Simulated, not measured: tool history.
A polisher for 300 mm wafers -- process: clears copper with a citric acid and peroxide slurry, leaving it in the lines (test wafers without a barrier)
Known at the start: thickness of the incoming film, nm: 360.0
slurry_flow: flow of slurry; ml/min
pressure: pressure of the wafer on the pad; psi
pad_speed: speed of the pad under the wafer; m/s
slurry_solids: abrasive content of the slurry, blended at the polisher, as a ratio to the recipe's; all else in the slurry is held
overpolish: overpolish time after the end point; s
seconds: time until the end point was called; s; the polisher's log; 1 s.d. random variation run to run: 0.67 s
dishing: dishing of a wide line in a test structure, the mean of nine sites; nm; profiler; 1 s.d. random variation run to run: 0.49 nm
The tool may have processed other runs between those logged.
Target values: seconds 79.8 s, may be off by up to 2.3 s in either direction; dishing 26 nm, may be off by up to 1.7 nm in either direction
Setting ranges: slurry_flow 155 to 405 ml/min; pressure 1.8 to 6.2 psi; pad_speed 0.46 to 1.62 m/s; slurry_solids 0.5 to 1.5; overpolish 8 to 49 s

| run | day | slurry_flow | pressure | pad_speed | slurry_solids | overpolish | seconds | dishing |
|---|---|---|---|---|---|---|---|---|
| 1 | 0 | 260 | 4 | 1.04 | 1 | 25 | 114.18 | 27.377 |
| 2 | 0.088 | 220 | 4 | 1.04 | 1 | 25 | 117 | 26.812 |
| 3 | 0.375 | 220 | 3 | 1.04 | 1 | 25 | 153 | 23.93 |
| 4 | 0.738 | 225 | 3.4 | 1.04 | 1 | 22 | 135.33 | 23.771 |
| 5 | 0.879 | 225 | 3.4 | 1.04 | 1 | 31 | 138.2 | 27.616 |
| 6 | 1.042 | 165 | 3.4 | 1.04 | 1 | 31 | 143.61 | 26.714 |
| 7 | 1.392 | 180 | 3.7 | 1.04 | 1 | 28 | 129.07 | 26.676 |
| 8 | 1.55 | 185 | 4 | 1.04 | 1 | 26 | 118.94 | 27.704 |
| 9 | 1.592 | 190 | 4.2 | 1.04 | 1 | 23 | 114.64 | 26.735 |
| 10 | 1.858 | 205 | 4.4 | 1.04 | 1 | 21 | 106.29 | 25.811 |
| 11 | 2.212 | 215 | 4.6 | 1.04 | 1 | 20 | 102.78 | 26.547 |
| 12 | 2.5 | 225 | 4.8 | 1.04 | 1 | 18 | 96.181 | 26.424 |
| 13 | 2.633 | 225 | 4.8 | 1.04 | 1 | 18 | 97.289 | 26.172 |
| 14 | 2.733 | 230 | 4.9 | 1.04 | 1 | 17 | 95.282 | 25.603 |
| 15 | 3.071 | 235 | 5 | 1.04 | 1 | 16 | 92.819 | 25.624 |

Which one of the following 5 next-run settings gets every result inside its allowed miss? There is exactly one.
| A | 3.408 | 165 | 5.6 | 1.24 | 0.7 | 15 | ? | ? |
| B | 3.408 | 215 | 5.5 | 1.06 | 0.9 | 24 | ? | ? |
| C | 3.408 | 255 | 4.5 | 1.04 | 1.3 | 16 | ? | ? |
| D | 3.408 | 265 | 4.9 | 1.14 | 1 | 25 | ? | ? |
| E | 3.408 | 270 | 5.5 | 1 | 1 | 16 | ? | ? |

| move | seconds | dishing |
|---|---|---|
| A | 79.947 | 26.211 |
| B | 86.983 | 28.948 |
| C | 97.733 | 24.914 |
| D | 86.748 | 29.09 |
| E | 87.885 | 25.979 |
A: each result inside its tolerance
B: gains on the last run, yet a result remains outside its allowed miss
C: moves away from the targets compared with the last run
D: gains on the last run, yet a result remains outside its allowed miss
E: gains on the last run, yet a result remains outside its allowed miss
A is the move that brings every result within its allowed miss.

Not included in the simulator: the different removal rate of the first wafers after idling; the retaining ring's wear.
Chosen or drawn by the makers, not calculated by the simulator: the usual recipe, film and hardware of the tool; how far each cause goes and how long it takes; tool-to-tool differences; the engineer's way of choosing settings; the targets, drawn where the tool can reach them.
